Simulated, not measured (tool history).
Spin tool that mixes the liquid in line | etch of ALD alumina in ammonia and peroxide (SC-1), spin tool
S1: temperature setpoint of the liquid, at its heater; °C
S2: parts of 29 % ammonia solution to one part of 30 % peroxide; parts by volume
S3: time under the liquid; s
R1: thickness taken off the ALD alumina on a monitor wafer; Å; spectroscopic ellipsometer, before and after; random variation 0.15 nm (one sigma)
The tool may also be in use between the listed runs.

run	hour	S1	S2	S3	R1
1	0.0	49.0	0.45	325	190.99
2	1.3	50.0	0.45	325	201.94
3	9.4	50.5	0.45	325	206.95
4	12.2	50.5	0.55	325	210.74
5	19.2	50.5	0.45	325	207.99
6	22.1	50.5	0.35	325	202.33
7	28.8	51.0	0.35	325	209.00
8	32.9	51.5	0.35	325	216.32
9	38.6	52.0	0.35	325	217.45

The next listed run, before its measurement:
10	40.4	52.5	0.35	325	?

Run 10 gave R1 225.18 Å.
